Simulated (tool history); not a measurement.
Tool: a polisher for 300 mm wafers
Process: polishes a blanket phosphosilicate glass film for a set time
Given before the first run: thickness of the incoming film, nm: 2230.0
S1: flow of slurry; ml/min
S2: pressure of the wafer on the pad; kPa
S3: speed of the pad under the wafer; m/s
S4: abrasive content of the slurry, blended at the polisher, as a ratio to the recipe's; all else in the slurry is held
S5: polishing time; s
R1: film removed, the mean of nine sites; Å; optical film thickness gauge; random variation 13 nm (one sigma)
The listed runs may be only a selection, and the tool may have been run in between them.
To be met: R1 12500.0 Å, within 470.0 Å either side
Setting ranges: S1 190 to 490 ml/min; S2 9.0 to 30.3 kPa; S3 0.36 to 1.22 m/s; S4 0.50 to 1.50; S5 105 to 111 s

run,day,S1,S2,S3,S4,S5,R1
1,0.000,315,19.3,0.78,1.00,105,7729.3
2,0.221,315,20.7,0.78,1.00,105,8281.1
3,0.446,315,20.7,0.78,0.85,105,7865.4
4,0.767,315,16.5,0.78,0.85,105,6235.4
5,0.992,315,21.4,0.78,0.85,105,8067.3
6,1.050,315,21.4,0.78,0.75,105,7474.5
7,1.175,315,22.8,0.80,0.75,105,8229.6
8,1.425,315,28.3,0.82,0.75,105,10445.0
9,1.733,315,28.3,0.84,0.75,105,10494.0
10,1.829,315,28.3,0.86,0.75,105,10726.0
11,1.871,315,28.3,0.88,0.75,105,11209.0
12,2.112,315,29.6,0.90,0.75,105,11708.0

Consider the 4 candidate settings below. Which is the only one whose results all fall within their allowed miss of target?
A,2.354,250,30.3,0.86,0.75,109,?
B,2.354,275,30.3,0.86,0.90,108,?
C,2.354,430,30.3,0.86,0.65,105,?
D,2.354,210,29.6,0.80,0.75,111,?

move,R1
A,11763.0
B,12704.0
C,11200.0
D,10792.0
A: better than the last run, though not everything is in spec
B: every result within its allowed miss
C: misses by more than the last run did
D: misses by more than the last run did
Go with B: it meets all targets.

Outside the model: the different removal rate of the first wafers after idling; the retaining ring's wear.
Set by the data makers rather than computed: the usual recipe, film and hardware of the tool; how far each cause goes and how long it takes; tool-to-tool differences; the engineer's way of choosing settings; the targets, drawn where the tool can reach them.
